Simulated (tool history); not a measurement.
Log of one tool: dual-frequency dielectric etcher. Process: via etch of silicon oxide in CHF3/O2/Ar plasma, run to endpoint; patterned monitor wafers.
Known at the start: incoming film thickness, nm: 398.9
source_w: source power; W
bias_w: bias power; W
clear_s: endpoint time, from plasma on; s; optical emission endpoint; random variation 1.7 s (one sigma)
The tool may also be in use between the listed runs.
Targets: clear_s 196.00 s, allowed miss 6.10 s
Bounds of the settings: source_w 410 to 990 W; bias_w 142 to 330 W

run,hour,source_w,bias_w,clear_s
1,0.0,700,236,167.15
2,1.1,750,236,164.35
3,8.0,710,227,170.05
4,10.2,680,222,172.10
5,16.7,650,214,178.38
6,20.2,700,214,173.35
7,22.3,670,209,178.86
8,23.0,650,206,181.88

5 next moves are on the table. One of them brings every result within its allowed miss. Which?
A,23.7,570,184,?
B,23.7,500,150,?
C,23.7,500,166,?
D,23.7,640,232,?
E,23.7,570,148,?

move,clear_s
A,197.10
B,218.32
C,211.78
D,176.56
E,210.49
A: meets every target
B: takes the result that was furthest off past its target
C: takes the result that was furthest off past its target
D: further off than the last run
E: takes the result that was furthest off past its target
Move A is the one to make.

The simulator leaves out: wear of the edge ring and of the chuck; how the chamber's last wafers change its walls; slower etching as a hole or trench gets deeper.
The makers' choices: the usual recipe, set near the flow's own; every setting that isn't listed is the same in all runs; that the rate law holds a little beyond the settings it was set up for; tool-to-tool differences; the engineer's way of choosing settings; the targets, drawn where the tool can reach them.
